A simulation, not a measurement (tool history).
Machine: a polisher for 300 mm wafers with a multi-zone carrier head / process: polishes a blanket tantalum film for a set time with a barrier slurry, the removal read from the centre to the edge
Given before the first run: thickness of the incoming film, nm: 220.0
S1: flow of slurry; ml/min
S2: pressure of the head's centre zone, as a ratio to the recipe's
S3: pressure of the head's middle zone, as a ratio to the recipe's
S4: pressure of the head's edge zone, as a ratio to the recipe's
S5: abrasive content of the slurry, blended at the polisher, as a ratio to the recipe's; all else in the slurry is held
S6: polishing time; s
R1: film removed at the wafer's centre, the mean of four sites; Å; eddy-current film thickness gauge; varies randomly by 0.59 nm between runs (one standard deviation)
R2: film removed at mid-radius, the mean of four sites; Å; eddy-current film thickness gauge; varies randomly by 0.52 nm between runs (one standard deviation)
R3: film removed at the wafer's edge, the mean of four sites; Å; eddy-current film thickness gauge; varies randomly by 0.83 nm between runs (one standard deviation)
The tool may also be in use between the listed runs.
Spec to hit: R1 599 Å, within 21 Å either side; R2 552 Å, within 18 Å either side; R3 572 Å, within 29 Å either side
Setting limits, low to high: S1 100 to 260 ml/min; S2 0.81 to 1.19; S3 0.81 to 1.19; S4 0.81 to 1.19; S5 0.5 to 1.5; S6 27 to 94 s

run	hour	S1	S2	S3	S4	S5	S6	R1	R2	R3
1	0	165	1	1	1	1	60	722.4	766.73	765.83
2	6.1	165	1	1	1	1	49	586.84	620.09	643.87
3	8.3	165	1	1.04	1	1	49	584.54	641.49	638.97
4	14.5	160	1.01	1.03	0.99	1	49	588.22	630.75	627.12
5	19.9	140	1.01	1.03	0.99	1	49	565.25	617.98	621.72
6	23.7	140	1.02	1.02	0.98	1	49	581.23	606.6	619.87
7	27.3	135	1.03	1.02	0.97	1	49	567.34	608.68	619.74
8	35.7	140	1.05	1.01	0.96	0.95	49	576.83	594.07	612.96
9	41.3	140	1.06	1.01	0.94	0.95	49	587.19	592.07	601.51
10	45.4	140	1.07	1	0.93	0.95	49	594.98	583.56	583.16
11	46	140	1.07	0.99	0.93	0.95	49	582.88	583.53	613.33
12	50.4	140	1.08	0.99	0.92	0.95	49	589.37	581	598.26
13	52.2	140	1.09	0.99	0.91	0.95	49	605.61	591.56	595.3
14	57.9	140	1.1	0.98	0.9	0.95	49	608.76	585.7	599.88
15	63.3	140	1.1	0.98	0.89	0.95	49	609.76	581.56	595.31
16	63.9	120	1.11	0.95	0.85	0.9	49	574.72	537.45	564.55

Of the 5 settings listed for the next run, only one would bring every result within its allowed miss of target. Which one?
A	64.5	125	1.19	0.98	0.81	0.85	52	?	?	?
B	64.5	100	1.08	0.97	0.86	0.9	52	?	?	?
C	64.5	115	1.17	0.98	0.9	0.85	50	?	?	?
D	64.5	110	1.17	0.83	0.89	0.95	55	?	?	?
E	64.5	120	1.19	1.01	0.82	1	50	?	?	?

move	R1	R2	R3
A	644.77	589.9	571.02
B	560.91	556.28	566.33
C	595.66	554.28	562.22
D	661.61	555.95	627.27
E	635.32	593.71	567.86
A: the result that was furthest off in the last run now lies on the other side of its target
B: moves away from the targets compared with the last run
C: meets every target
D: the result that was furthest off in the last run now lies on the other side of its target
E: the result that was furthest off in the last run now lies on the other side of its target
So the answer is move C, the one that meets all the targets.
